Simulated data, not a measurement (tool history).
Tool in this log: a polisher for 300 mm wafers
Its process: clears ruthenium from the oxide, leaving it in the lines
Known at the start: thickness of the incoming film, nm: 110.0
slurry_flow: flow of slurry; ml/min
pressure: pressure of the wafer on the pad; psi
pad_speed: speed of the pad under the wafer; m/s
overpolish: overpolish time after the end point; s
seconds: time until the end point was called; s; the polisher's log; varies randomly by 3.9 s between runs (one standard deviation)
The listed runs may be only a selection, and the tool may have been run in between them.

run	hour	slurry_flow	pressure	pad_speed	overpolish	seconds
1	0.0	200	2.4	0.80	21	145.01
2	5.9	200	2.7	0.80	21	126.12
3	11.1	200	2.7	0.80	21	128.25
4	12.3	200	2.5	0.78	21	142.33
5	21.1	200	2.3	0.76	21	149.83
6	26.4	200	2.8	0.76	21	128.65
7	28.1	200	2.6	0.74	21	146.38

Predict the results of run 8:
8	34.7	200	2.4	0.72	21	?

seconds: 151.88 s
